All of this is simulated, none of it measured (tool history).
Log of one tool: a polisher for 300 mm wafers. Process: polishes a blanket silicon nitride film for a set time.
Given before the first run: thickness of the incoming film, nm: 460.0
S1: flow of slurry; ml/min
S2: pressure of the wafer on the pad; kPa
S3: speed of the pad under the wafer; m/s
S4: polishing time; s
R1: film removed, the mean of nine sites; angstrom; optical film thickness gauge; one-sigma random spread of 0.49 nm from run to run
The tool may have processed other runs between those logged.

run,hour,S1,S2,S3,S4,R1
1,0,290,24.8,1.12,34,648.76
2,8.8,290,24.8,1.12,31,578.34
3,12.4,290,23.4,1.12,31,558.52
4,16.4,335,23.4,1.12,31,565.32
5,22.1,335,28.3,1.12,31,668.3
6,28.2,335,28.3,1.12,31,658.76
7,30.1,335,26.2,1.12,31,626.32

Run 8 is up next; what results do you expect?
8,34.4,335,24.1,1.12,31,?

Run 8 measured R1 575.19 angstrom.
